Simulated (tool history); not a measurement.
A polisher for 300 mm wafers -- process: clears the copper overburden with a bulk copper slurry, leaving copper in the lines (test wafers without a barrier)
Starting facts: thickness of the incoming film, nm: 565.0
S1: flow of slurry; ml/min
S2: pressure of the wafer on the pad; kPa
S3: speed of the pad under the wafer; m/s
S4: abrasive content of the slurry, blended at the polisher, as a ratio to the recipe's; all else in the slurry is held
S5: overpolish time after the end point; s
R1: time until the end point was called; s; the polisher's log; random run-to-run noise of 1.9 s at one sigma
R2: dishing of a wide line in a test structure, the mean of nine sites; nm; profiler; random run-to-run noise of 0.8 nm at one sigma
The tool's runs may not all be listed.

run  hour   S1    S2    S3    S4  S5      R1      R2
  1     0  205  15.9  1.08     1  20  71.234  39.704
  2   8.3  205  15.9  1.08   0.9  20  72.769  37.088
  3  14.9  230  15.9  1.08   0.9  20  73.532  36.872
  4  22.9  230  12.4  1.08   0.9  20  92.606   36.18
  5  30.6  230  12.4  1.08   0.9  15  91.816  33.204
  6    39  230  12.4  1.08  0.75  15  97.168  32.557
  7  42.3  230  12.4  1.08  0.75  15   97.27  34.033

For run 8, what comes out?
  8    51  225  11.7  1.08  0.75  18   ?   ?

{"run 8": {"R1": 103.07, "R2": 34.133}}
